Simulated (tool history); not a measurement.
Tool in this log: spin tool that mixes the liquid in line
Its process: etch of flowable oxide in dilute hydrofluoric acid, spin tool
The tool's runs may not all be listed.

run,hour,temperature setpoint of the liquid (K),parts of water to one part of 49 % hydrofluoric acid (parts by volume),time under the liquid (s),thickness taken off the flowable oxide on a monitor wafer (nm)
1,0.0,295.15,115,45,16.240
2,4.6,293.15,115,45,14.905
3,7.3,294.65,115,45,15.943
4,10.2,296.65,105,45,19.122
5,11.8,296.65,105,45,19.124
6,20.7,298.15,95,45,22.754
7,22.3,299.15,90,45,25.092
8,24.6,300.15,85,45,27.710
9,29.4,300.65,80,45,30.260

Run 10, settings as shown, results not yet in. Your forecast:
10,37.7,301.15,80,45,?

Run 10 gave thickness taken off the flowable oxide on a monitor wafer (nm) 30.872.

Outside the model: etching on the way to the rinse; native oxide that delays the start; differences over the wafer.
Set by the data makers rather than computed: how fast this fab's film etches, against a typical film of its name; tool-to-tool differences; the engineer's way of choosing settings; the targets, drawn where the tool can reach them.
